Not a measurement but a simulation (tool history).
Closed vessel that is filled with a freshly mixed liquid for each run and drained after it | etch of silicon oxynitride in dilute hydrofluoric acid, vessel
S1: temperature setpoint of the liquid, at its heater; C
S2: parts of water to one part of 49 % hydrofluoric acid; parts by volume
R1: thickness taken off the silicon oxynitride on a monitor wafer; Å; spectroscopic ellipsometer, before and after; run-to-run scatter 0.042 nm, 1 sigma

Run 1, hour 0: S1 21 C, S2 225 parts by volume, time in the liquid (s) 255. Result: R1 27.037 Å.
Run 2, hour 4.6: S1 22 C, S2 215 parts by volume, time in the liquid (s) 255. Result: R1 29.774 Å.
Run 3, hour 12.3: S1 20.5 C, S2 215 parts by volume, time in the liquid (s) 255. Result: R1 27.791 Å.
Run 4, hour 21.2: S1 20.5 C, S2 215 parts by volume, time in the liquid (s) 165. Result: R1 18.132 Å.
At hour 24.5: hydrofluoric acid flow meter replaced.
Run 5, hour 24.5: S1 20.5 C, S2 150 parts by volume, time in the liquid (s) 165. Result: R1 25.281 Å.
Run 6, hour 30.2: S1 23 C, S2 150 parts by volume, time in the liquid (s) 165. Result: R1 28.264 Å.
Run 7, hour 39.2: S1 27 C, S2 60 parts by volume, time in the liquid (s) 170. Result: R1 95.189 Å.

Predict the results of run 8:
Run 8, hour 48: S1 26.5 C, S2 60 parts by volume, time in the liquid (s) 170. Result: R1 ?.

R1: 92.61 Å

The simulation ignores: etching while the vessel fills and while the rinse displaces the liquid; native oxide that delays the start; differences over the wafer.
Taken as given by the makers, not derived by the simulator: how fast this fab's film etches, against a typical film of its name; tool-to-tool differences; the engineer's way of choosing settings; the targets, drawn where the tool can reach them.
